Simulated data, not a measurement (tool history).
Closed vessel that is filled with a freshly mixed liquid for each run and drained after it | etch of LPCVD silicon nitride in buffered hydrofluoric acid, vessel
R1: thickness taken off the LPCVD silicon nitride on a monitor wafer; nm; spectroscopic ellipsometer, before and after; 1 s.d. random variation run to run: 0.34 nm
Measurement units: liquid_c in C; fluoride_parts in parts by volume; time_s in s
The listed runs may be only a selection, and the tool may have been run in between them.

Run 1, day 0.000: liquid_c 24.0 C, fluoride_parts 15.0 parts by volume, time_s 2645 s. Result: R1 30.608 nm.
Run 2, day 0.083: liquid_c 24.0 C, fluoride_parts 11.5 parts by volume, time_s 2645 s. Result: R1 39.804 nm.
Run 3, day 0.175: liquid_c 24.0 C, fluoride_parts 11.5 parts by volume, time_s 2850 s. Result: R1 41.938 nm.
Run 4, day 0.350: liquid_c 24.0 C, fluoride_parts 11.5 parts by volume, time_s 2850 s. Result: R1 42.705 nm.
Run 5, day 0.554: liquid_c 23.5 C, fluoride_parts 11.5 parts by volume, time_s 2850 s. Result: R1 41.727 nm.
Run 6, day 0.621: liquid_c 25.0 C, fluoride_parts 11.5 parts by volume, time_s 2850 s. Result: R1 45.668 nm.
Run 7, day 0.983: liquid_c 24.5 C, fluoride_parts 11.5 parts by volume, time_s 2850 s. Result: R1 44.433 nm.
Run 8, day 1.162: liquid_c 24.0 C, fluoride_parts 11.5 parts by volume, time_s 2850 s. Result: R1 43.421 nm.
Run 9, day 1.533: liquid_c 24.0 C, fluoride_parts 11.5 parts by volume, time_s 2850 s. Result: R1 43.461 nm.
Run 10, day 1.608: liquid_c 23.5 C, fluoride_parts 11.5 parts by volume, time_s 2850 s. Result: R1 42.225 nm.
Run 11, day 1.879: liquid_c 23.0 C, fluoride_parts 11.5 parts by volume, time_s 2850 s. Result: R1 40.428 nm.
Run 12, day 2.017: liquid_c 22.5 C, fluoride_parts 11.5 parts by volume, time_s 2850 s. Result: R1 39.483 nm.
Run 13, day 2.142: liquid_c 22.5 C, fluoride_parts 11.5 parts by volume, time_s 2850 s. Result: R1 39.822 nm.
Run 14, day 2.454: liquid_c 22.0 C, fluoride_parts 11.5 parts by volume, time_s 2850 s. Result: R1 38.839 nm.

Run 15 comes next. What will it give?
Run 15, day 2.754: liquid_c 22.0 C, fluoride_parts 11.5 parts by volume, time_s 2850 s. Result: R1 ?.

Run 15 gave R1 38.901 nm.
